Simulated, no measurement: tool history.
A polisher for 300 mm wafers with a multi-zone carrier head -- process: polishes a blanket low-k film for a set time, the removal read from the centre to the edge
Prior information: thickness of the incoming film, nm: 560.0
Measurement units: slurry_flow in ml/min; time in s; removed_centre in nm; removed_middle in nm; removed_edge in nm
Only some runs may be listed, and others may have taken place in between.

run,hour,slurry_flow,centre_zone,middle_zone,edge_zone,slurry_solids,time,removed_centre,removed_middle,removed_edge
1,0.0,275,1.00,1.00,1.00,1.00,56,23.555,23.954,24.265
2,1.9,270,1.00,0.97,0.99,0.95,56,23.099,22.667,23.608
3,10.3,270,1.00,0.94,0.99,0.95,56,23.324,22.293,23.542
4,11.1,270,1.00,0.94,0.99,1.15,56,25.576,24.222,25.693
5,17.6,270,1.00,0.94,0.99,1.15,64,28.859,27.909,29.825
6,21.7,265,1.00,0.92,0.99,1.05,63,27.444,25.472,27.960
7,28.9,260,0.99,0.90,0.98,0.95,63,25.581,23.766,25.874
8,33.8,250,0.99,0.89,0.98,0.90,63,25.022,22.712,24.698

Run 9 has not been measured yet. What should we expect?
9,38.4,240,0.99,0.88,0.99,0.85,63,?,?,?

{"run 9": {"removed_centre": 23.61, "removed_middle": 21.882, "removed_edge": 24.731}}
